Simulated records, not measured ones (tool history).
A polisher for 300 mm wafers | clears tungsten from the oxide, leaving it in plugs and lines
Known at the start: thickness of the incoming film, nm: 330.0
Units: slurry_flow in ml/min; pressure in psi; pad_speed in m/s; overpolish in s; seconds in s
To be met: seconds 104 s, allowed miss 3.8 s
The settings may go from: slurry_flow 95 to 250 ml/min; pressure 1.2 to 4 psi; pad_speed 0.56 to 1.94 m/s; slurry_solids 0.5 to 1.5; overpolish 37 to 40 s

run 1 day=0 | slurry_flow=160 pressure=2.6 pad_speed=1.24 slurry_solids=1 overpolish=37 | seconds=78.274
run 2 day=0.125 | slurry_flow=160 pressure=2.6 pad_speed=1.24 slurry_solids=1 overpolish=40 | seconds=78.264
run 3 day=0.371 | slurry_flow=160 pressure=2.6 pad_speed=1.24 slurry_solids=1 overpolish=40 | seconds=77.553
run 4 day=0.525 | slurry_flow=160 pressure=2.5 pad_speed=1.24 slurry_solids=1 overpolish=40 | seconds=81.9
run 5 day=0.796 | slurry_flow=160 pressure=3.1 pad_speed=1.24 slurry_solids=1 overpolish=40 | seconds=66.791
run 6 day=1.125 | slurry_flow=160 pressure=3.1 pad_speed=1.04 slurry_solids=1 overpolish=40 | seconds=77.858
run 7 day=1.208 | slurry_flow=160 pressure=3 pad_speed=1.04 slurry_solids=1 overpolish=40 | seconds=78.725
run 8 day=1.546 | slurry_flow=160 pressure=2.9 pad_speed=1.04 slurry_solids=1 overpolish=40 | seconds=83.575

4 next moves are on the table. One of them brings every result within its allowed miss. Which?
run A day=1.883 | slurry_flow=135 pressure=3.7 pad_speed=1.06 slurry_solids=1.3 overpolish=40 | seconds=?
run B day=1.883 | slurry_flow=140 pressure=1.7 pad_speed=1.42 slurry_solids=0.7 overpolish=40 | seconds=?
run C day=1.883 | slurry_flow=165 pressure=2.1 pad_speed=1 slurry_solids=1 overpolish=40 | seconds=?
run D day=1.883 | slurry_flow=130 pressure=3 pad_speed=0.8 slurry_solids=1.05 overpolish=40 | seconds=?

move=A seconds=60.871
move=B seconds=114.97
move=C seconds=114.31
move=D seconds=102.74
A: further off than the last run
B: takes the result that was furthest off past its target
C: takes the result that was furthest off past its target
D: meets every target
Move D is the one to make.
